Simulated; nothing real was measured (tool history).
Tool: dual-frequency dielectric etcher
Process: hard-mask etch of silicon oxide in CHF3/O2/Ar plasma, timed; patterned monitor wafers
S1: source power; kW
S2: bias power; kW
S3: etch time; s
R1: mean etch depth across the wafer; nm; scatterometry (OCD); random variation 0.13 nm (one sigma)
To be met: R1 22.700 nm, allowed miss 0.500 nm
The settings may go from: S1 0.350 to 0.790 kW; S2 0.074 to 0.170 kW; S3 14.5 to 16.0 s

{"run": 1, "day": 0.0, "S1": 0.57, "S2": 0.122, "S3": 16.0, "R1": 29.617}
{"run": 2, "day": 0.296, "S1": 0.57, "S2": 0.131, "S3": 16.0, "R1": 30.912}
{"run": 3, "day": 0.512, "S1": 0.57, "S2": 0.131, "S3": 16.0, "R1": 30.958}
{"run": 4, "day": 0.567, "S1": 0.54, "S2": 0.123, "S3": 16.0, "R1": 29.501}
{"run": 5, "day": 0.917, "S1": 0.54, "S2": 0.123, "S3": 16.0, "R1": 29.431}
{"run": 6, "day": 1.133, "S1": 0.54, "S2": 0.123, "S3": 16.0, "R1": 29.565}
{"run": 7, "day": 1.375, "S1": 0.52, "S2": 0.114, "S3": 16.0, "R1": 28.181}
{"run": 8, "day": 1.604, "S1": 0.5, "S2": 0.108, "S3": 16.0, "R1": 27.258}
{"run": 9, "day": 1.717, "S1": 0.48, "S2": 0.103, "S3": 16.0, "R1": 26.633}
{"run": 10, "day": 1.767, "S1": 0.46, "S2": 0.098, "S3": 16.0, "R1": 25.659}
{"run": 11, "day": 2.033, "S1": 0.44, "S2": 0.095, "S3": 16.0, "R1": 24.707}

Which of these 4 next moves meets every target?
{"run": "A", "day": 2.3, "S1": 0.45, "S2": 0.109, "S3": 14.5, "R1": "?"}
{"run": "B", "day": 2.3, "S1": 0.41, "S2": 0.098, "S3": 15.5, "R1": "?"}
{"run": "C", "day": 2.3, "S1": 0.35, "S2": 0.097, "S3": 14.5, "R1": "?"}
{"run": "D", "day": 2.3, "S1": 0.45, "S2": 0.095, "S3": 14.5, "R1": "?"}

move=A R1=23.899
move=B R1=23.801
move=C R1=21.303
move=D R1=22.507
A: nearer than the last run, and not there yet
B: nearer than the last run, and not there yet
C: takes the result that was furthest off past its target
D: meets every target
Move D is the one to make.

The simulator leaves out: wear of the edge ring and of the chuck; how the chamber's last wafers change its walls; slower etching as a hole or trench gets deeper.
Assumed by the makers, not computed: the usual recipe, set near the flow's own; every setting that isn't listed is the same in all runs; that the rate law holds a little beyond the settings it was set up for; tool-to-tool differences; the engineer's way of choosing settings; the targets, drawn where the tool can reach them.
